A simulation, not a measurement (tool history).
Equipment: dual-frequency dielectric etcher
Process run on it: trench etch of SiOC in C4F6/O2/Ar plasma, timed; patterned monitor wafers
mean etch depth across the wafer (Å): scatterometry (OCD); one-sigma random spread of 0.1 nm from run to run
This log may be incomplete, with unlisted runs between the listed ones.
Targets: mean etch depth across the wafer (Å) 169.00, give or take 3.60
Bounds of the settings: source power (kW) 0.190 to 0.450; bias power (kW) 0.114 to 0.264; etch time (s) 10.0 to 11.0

run	hour	source power (kW)	bias power (kW)	etch time (s)	mean etch depth across the wafer (Å)
1	0.0	0.320	0.189	11.0	215.98
2	3.2	0.290	0.176	11.0	202.11
3	8.6	0.270	0.169	11.0	191.81
4	14.0	0.270	0.137	11.0	179.26
5	16.1	0.220	0.137	11.0	164.49
# hour 23.9: wet clean of the chamber
6	23.9	0.190	0.137	11.0	149.56
7	29.4	0.200	0.138	11.0	154.01
8	35.2	0.210	0.139	11.0	155.96
9	39.2	0.220	0.140	11.0	161.54
10	43.4	0.230	0.141	11.0	162.84

Next run, 5 choices. One meets every target within its allowed miss, the rest don't. Which?
A	47.6	0.220	0.157	10.5	?
B	47.6	0.260	0.135	10.5	?
C	47.6	0.340	0.117	10.5	?
D	47.6	0.200	0.159	11.0	?
E	47.6	0.260	0.139	10.0	?

move	mean etch depth across the wafer (Å)
A	158.20
B	159.64
C	168.68
D	160.41
E	153.72
A: lands further from the targets than the last run did
B: lands further from the targets than the last run did
C: all results in spec
D: lands further from the targets than the last run did
E: lands further from the targets than the last run did
C is the move that brings every result within its allowed miss.
